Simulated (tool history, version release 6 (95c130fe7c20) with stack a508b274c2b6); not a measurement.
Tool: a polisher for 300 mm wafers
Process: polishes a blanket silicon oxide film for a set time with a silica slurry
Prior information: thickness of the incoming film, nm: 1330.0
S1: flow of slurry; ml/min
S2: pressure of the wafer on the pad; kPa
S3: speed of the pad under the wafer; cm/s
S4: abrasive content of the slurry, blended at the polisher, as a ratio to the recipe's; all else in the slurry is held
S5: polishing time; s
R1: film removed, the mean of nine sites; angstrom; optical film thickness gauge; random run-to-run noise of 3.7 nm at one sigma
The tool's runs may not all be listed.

run  hour   S1    S2  S3  S4  S5      R1
  1     0  240  36.5  92   1  47  1788.1
  2   6.2  240  36.5  92   1  47  1826.1
  3   8.7  240  30.3  92   1  47    1481
  4  10.9  240  33.1  92   1  47  1633.5
  5  17.6  240  38.6  92   1  47  1875.2
  6  23.2  240  31.7  92   1  47  1551.5
  7  31.5  240  34.5  92   1  47  1702.1

Run 8 is up next; what results do you expect?
  8  36.9  240  36.5  92   1  47   ?

Run 8 yielded R1 1817.3 angstrom.

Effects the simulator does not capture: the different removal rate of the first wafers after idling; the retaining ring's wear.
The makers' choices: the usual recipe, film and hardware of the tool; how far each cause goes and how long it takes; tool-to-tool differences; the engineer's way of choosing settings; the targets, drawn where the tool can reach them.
